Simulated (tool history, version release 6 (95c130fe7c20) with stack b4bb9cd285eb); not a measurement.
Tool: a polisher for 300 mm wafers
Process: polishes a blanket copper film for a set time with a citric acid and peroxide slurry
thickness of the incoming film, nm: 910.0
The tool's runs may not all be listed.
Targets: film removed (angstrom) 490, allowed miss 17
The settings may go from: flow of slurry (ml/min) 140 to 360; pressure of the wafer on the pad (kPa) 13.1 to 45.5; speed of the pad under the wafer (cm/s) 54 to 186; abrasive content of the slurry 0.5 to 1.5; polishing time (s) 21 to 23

run  hour  flow of slurry (ml/min)  pressure of the wafer on the pad (kPa)  speed of the pad under the wafer (cm/s)  abrasive content of the slurry  polishing time (s)  film removed (angstrom)
  1     0                      230                                      29                                      118                               1                  23                   760.43
  2   6.5                      270                                      29                                      118                               1                  23                   782.18
  3  11.5                      265                                    25.5                                      118                               1                  23                   694.14
  4  20.2                      260                                    22.8                                      118                               1                  23                    615.9
  5  24.8                      255                                    21.4                                      118                               1                  23                   589.83
  6  30.6                      250                                      20                                      118                               1                  23                      553
  7  34.7                      240                                    19.3                                      118                               1                  23                   528.16
  8  39.2                      240                                    19.3                                      118                               1                  23                   520.89
  9  47.4                      230                                    19.3                                      118                               1                  23                   526.89

4 next moves are on the table. One of them brings every result within its allowed miss. Which?
  A  55.6                      215                                    20.7                                      116                            0.95                  23                        ?
  B  55.6                      225                                    15.9                                      146                               1                  21                        ?
  C  55.6                      260                                    15.2                                      122                            1.15                  22                        ?
  D  55.6                      195                                    18.6                                      116                             1.1                  21                        ?

move  film removed (angstrom)
   A                   531.34
   B                   481.19
   C                    432.4
   D                    453.3
A: further off than the last run
B: meets every target
C: takes the result that was furthest off past its target
D: takes the result that was furthest off past its target
Move B is the one to make.
